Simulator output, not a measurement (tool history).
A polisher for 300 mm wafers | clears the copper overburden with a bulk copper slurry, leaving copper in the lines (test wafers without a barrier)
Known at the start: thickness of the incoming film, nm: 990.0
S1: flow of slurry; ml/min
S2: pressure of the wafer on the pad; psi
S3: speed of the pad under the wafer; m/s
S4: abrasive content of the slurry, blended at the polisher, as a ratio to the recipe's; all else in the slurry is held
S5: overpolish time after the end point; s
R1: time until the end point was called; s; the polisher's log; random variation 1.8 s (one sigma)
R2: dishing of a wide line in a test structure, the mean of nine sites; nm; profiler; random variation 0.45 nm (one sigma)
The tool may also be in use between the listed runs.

run,hour,S1,S2,S3,S4,S5,R1,R2
1,0.0,165,2.7,1.18,1.00,18,83.954,76.089
2,6.2,125,2.7,1.18,1.00,18,87.940,75.751
3,13.1,100,2.7,1.18,1.00,18,95.663,72.708
4,18.4,135,2.7,1.18,1.00,18,85.546,74.097
5,21.9,135,2.7,1.18,1.00,14,88.691,70.076
6,28.6,130,2.5,1.20,1.00,13,93.108,64.415
7,34.6,125,2.4,1.24,0.95,12,94.866,60.306
8,35.4,120,2.3,1.28,0.90,11,101.290,55.190

Forecast run 9:
9,42.9,120,2.2,1.34,0.85,10,?,?

{"run 9": {"R1": 100.8, "R2": 53.351}}

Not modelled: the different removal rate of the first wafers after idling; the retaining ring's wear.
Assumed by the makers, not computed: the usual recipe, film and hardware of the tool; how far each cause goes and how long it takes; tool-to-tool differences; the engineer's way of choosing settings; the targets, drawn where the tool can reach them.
